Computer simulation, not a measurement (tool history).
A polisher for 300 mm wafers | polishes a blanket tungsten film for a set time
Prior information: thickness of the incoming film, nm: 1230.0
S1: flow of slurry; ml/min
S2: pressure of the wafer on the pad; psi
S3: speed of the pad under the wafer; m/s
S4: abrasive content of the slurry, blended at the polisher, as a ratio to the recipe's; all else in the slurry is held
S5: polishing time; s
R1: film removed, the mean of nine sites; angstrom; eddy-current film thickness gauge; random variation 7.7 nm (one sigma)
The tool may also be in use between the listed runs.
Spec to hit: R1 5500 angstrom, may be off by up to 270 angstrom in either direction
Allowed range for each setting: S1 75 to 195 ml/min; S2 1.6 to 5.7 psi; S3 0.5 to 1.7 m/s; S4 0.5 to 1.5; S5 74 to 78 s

run,day,S1,S2,S3,S4,S5,R1
1,0,125,3.6,1.1,1,74,2812.3
2,0.138,125,3.6,1.1,0.85,74,2691.9
3,0.229,125,3.6,1.2,0.85,74,2945.8
4,0.567,125,3.6,1.2,0.7,74,2726.5
5,0.762,110,3.6,1.2,0.7,74,2709.3
6,0.8,110,3.6,1.32,0.7,74,2986.5
7,1.158,110,3.8,1.32,0.7,74,3123.3
8,1.212,110,4,1.32,0.7,74,3279.3
9,1.471,110,4.2,1.34,0.7,74,3504.8
10,1.75,125,5.2,1.38,0.7,74,4536.5
# day 2.017: slurry blender recalibrated
11,2.017,125,5.3,1.38,0.7,74,5077
12,2.112,130,5.4,1.38,0.7,74,5264.6

4 candidate next runs follow, results not yet known. Just one meets every target within its allowed miss. Identify it.
A,2.208,135,5.2,1.44,1.05,78,?
B,2.208,140,5.6,1.4,0.7,75,?
C,2.208,120,5.2,1.34,0.75,75,?
D,2.208,95,4.8,1.6,0.55,78,?

move,R1
A,6129.4
B,5617.5
C,4974.6
D,4883.5
A: moves the result that the last run missed by most past its target, out the other side
B: all results land within tolerance of their targets
C: lands further from the targets than the last run did
D: lands further from the targets than the last run did
So the answer is move B, the one that meets all the targets.
